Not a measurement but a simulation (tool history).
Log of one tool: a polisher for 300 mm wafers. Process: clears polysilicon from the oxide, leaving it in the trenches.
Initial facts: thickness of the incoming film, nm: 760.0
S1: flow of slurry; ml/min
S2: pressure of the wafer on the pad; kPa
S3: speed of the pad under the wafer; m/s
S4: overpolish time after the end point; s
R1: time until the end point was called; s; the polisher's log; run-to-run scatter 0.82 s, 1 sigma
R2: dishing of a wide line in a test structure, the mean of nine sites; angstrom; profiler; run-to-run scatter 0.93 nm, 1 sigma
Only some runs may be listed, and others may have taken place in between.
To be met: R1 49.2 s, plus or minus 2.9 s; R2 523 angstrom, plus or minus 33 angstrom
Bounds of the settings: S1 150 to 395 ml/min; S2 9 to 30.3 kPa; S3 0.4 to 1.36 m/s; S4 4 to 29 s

run,day,S1,S2,S3,S4,R1,R2
1,0,250,19.3,0.88,15,63.48,621.83
2,0.329,250,17.2,0.88,15,69.086,621.12
3,0.404,250,19.3,0.86,12,63.853,569.2
4,0.696,250,19.3,0.86,9,61.916,527.18
5,1.012,250,19.3,0.68,9,74.395,482.64
6,1.092,250,21.4,0.7,9,67.944,509.1
7,1.167,250,22.8,0.7,8,63.113,487.2
8,1.367,250,24.1,0.72,8,59.647,506.42
9,1.583,250,24.1,0.72,8,59.737,511.4
10,1.617,250,24.8,0.72,8,57.467,508.65
11,1.942,250,24.8,0.72,8,58.516,512.89
12,2.179,250,25.5,0.72,8,56.642,523.3
13,2.388,250,26.2,0.72,8,54.55,544.16
14,2.538,250,26.2,0.72,8,56.594,523.83
15,2.758,250,26.2,0.72,8,57.292,528.88
16,3.004,250,26.9,0.72,7,53.22,495.11
17,3.179,250,27.6,0.72,7,53.914,500.02

5 next moves are on the table. One of them brings every result within its allowed miss. Which?
A,3.354,250,25.5,0.74,9,?,?
B,3.354,235,26.9,0.6,9,?,?
C,3.354,280,26.2,0.56,8,?,?
D,3.354,265,26.2,0.82,7,?,?
E,3.354,220,24.1,0.8,7,?,?

move,R1,R2
A,55.232,544.56
B,60.826,523.31
C,63.942,484.01
D,50.029,510.49
E,55.616,485.45
A: the biggest miss grows against the last run
B: the biggest miss grows against the last run
C: the biggest miss grows against the last run
D: every result within its allowed miss
E: the biggest miss grows against the last run
The move that meets every target is D.
